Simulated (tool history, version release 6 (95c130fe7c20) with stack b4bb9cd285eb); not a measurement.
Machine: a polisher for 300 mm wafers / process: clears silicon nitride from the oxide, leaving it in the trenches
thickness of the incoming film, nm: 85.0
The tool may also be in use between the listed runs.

run,hour,flow of slurry (ml/min),pressure of the wafer on the pad (psi),speed of the pad under the wafer (m/s),overpolish time after the end point (s),time until the end point was called (s)
1,0.0,220,2.2,0.90,8,155.44
2,8.7,220,1.8,0.90,8,185.79
3,14.3,220,1.8,1.02,8,170.52
4,17.4,220,1.3,1.02,8,229.22
5,24.2,220,1.3,1.02,6,222.36
6,32.7,270,1.3,1.02,6,220.21

What does the tool deliver on the next run?
7,39.1,270,1.8,1.04,6,?

For run 7 the tool returned time until the end point was called (s) 160.10.

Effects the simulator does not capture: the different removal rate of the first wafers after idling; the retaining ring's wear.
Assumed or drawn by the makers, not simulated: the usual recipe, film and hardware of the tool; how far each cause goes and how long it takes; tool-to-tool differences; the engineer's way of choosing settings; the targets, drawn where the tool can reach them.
